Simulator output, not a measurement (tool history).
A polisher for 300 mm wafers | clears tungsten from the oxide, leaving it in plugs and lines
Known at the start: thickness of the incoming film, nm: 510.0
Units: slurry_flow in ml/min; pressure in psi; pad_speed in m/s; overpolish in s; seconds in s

run  hour  slurry_flow  pressure  pad_speed  slurry_solids  overpolish  seconds
  1   0.0          235       3.2       0.98            1.0           4  124.310
  2   7.5          235       3.6       0.98            1.0           4  113.740
  3  15.2          235       3.2       0.98            1.0           4  123.340
  4  21.1          235       3.6       1.00            1.0           4  110.460
  5  22.8          235       3.6       0.84            1.0           4  127.300
  6  26.9          235       3.9       0.88            1.0           4  116.550
  7  28.8          235       4.2       0.92            1.0           4  103.980
  8  29.8          235       4.4       0.96            1.0           4   97.116
  9  35.0          235       4.5       1.00            1.0           4   92.419

Forecast run 10:
 10  43.0          235       4.6       1.02            1.0           4        ?

Run 10 gave seconds 89.288 s.
